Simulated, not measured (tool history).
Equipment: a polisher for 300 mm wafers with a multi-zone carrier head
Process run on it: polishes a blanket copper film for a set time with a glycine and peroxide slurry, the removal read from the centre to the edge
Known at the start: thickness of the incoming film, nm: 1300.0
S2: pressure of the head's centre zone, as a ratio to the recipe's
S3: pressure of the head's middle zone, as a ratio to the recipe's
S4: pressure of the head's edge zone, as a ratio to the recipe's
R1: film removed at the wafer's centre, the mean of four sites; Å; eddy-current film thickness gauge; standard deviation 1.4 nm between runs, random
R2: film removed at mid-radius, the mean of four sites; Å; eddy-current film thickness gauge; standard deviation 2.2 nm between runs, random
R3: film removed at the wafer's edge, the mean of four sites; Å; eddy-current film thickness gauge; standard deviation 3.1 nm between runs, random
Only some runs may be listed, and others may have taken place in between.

{"run": 1, "hour": 0.0, "flow of slurry (ml/min)": 135, "S2": 1.0, "S3": 1.0, "S4": 1.0, "polishing time (s)": 39, "R1": 1539.6, "R2": 1561.7, "R3": 1540.7}
{"run": 2, "hour": 3.7, "flow of slurry (ml/min)": 135, "S2": 1.0, "S3": 1.0, "S4": 0.95, "polishing time (s)": 39, "R1": 1521.8, "R2": 1568.5, "R3": 1491.5}
{"run": 3, "hour": 5.1, "flow of slurry (ml/min)": 115, "S2": 1.0, "S3": 1.0, "S4": 0.95, "polishing time (s)": 39, "R1": 1469.3, "R2": 1480.3, "R3": 1459.7}
{"run": 4, "hour": 11.3, "flow of slurry (ml/min)": 115, "S2": 1.0, "S3": 1.0, "S4": 0.95, "polishing time (s)": 47, "R1": 1778.7, "R2": 1805.5, "R3": 1731.9}
{"run": 5, "hour": 12.9, "flow of slurry (ml/min)": 115, "S2": 1.0, "S3": 1.0, "S4": 0.95, "polishing time (s)": 54, "R1": 2028.2, "R2": 2030.7, "R3": 1998.0}
{"run": 6, "hour": 17.2, "flow of slurry (ml/min)": 120, "S2": 0.98, "S3": 1.02, "S4": 0.98, "polishing time (s)": 54, "R1": 2013.0, "R2": 2121.9, "R3": 2068.1}
{"run": 7, "hour": 21.7, "flow of slurry (ml/min)": 125, "S2": 0.97, "S3": 1.03, "S4": 1.0, "polishing time (s)": 54, "R1": 2018.1, "R2": 2141.1, "R3": 2173.6}

Estimate the outcome of run 8 from the log above:
{"run": 8, "hour": 27.4, "flow of slurry (ml/min)": 130, "S2": 0.96, "S3": 1.05, "S4": 1.0, "polishing time (s)": 54, "R1": "?", "R2": "?", "R3": "?"}

Run 8 came out at R1 2044.7 Å, R2 2198.5 Å, R3 2088.9 Å.
